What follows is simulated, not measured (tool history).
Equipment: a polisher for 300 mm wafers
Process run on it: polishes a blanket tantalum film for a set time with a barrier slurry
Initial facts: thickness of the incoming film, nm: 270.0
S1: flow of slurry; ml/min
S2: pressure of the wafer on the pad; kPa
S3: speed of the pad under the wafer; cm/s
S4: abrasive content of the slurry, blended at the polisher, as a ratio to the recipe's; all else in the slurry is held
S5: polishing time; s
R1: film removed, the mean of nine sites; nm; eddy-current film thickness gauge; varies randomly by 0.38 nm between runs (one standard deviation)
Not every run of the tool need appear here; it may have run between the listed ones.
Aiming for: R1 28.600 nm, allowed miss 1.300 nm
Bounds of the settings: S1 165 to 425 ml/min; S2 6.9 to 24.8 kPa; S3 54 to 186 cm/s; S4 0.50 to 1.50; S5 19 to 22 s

run	hour	S1	S2	S3	S4	S5	R1
1	0.0	275	15.9	118	1.00	22	44.052
2	2.8	275	15.9	118	1.00	19	37.341
3	3.5	275	15.9	142	1.00	19	42.709
4	11.5	275	15.9	142	1.15	19	45.351
5	19.5	275	15.9	142	1.15	22	52.026
6	22.1	275	15.9	142	1.35	22	55.635
7	30.4	275	14.5	140	1.35	22	51.105
8	38.7	275	13.8	136	1.35	22	46.747
9	40.7	275	13.1	136	1.35	22	44.305
10	45.4	275	12.4	136	1.35	22	41.545
11	47.2	275	11.7	136	1.35	22	40.373
12	55.7	275	11.0	136	1.35	22	38.118
13	59.4	275	10.3	136	1.35	22	34.911
14	60.8	275	9.0	136	1.35	22	30.504

Which one of the following 5 next-run settings gets every result inside its allowed miss? There is exactly one.
A	62.2	235	9.7	116	1.30	22	?
B	62.2	250	9.7	134	1.40	22	?
C	62.2	415	9.7	158	1.35	19	?
D	62.2	255	8.3	152	1.45	22	?
E	62.2	260	9.0	154	1.05	22	?

move	R1
A	28.403
B	32.393
C	32.873
D	31.155
E	31.430
A: in spec on every target
B: misses by more than the last run did
C: misses by more than the last run did
D: misses by more than the last run did
E: misses by more than the last run did
The right move is A.
